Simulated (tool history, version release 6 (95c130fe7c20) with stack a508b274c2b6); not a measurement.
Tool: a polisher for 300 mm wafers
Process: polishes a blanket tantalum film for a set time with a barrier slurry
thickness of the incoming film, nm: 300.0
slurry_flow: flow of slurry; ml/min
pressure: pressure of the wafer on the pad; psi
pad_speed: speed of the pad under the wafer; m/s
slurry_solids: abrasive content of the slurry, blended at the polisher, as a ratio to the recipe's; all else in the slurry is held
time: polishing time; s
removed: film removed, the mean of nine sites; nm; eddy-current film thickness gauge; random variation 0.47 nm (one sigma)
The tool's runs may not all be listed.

run  hour  slurry_flow  pressure  pad_speed  slurry_solids  time  removed
  1     0          310       2.2       1.14              1    68    128.8
  2   6.8          310         2       1.12              1    68   115.74
  3   8.7          310       1.8        1.1              1    68   103.89
  4  16.4          310       1.8        1.1              1    68   104.77
  5  19.4          310       1.8          1              1    68   96.179
  6  22.1          310       1.7          1              1    68   91.299
  7    23          310       1.6          1              1    68   88.948

Run 8 comes next. What will it give?
  8  25.1          310       1.5       0.98              1    68        ?

{"run 8": {"removed": 82.751}}
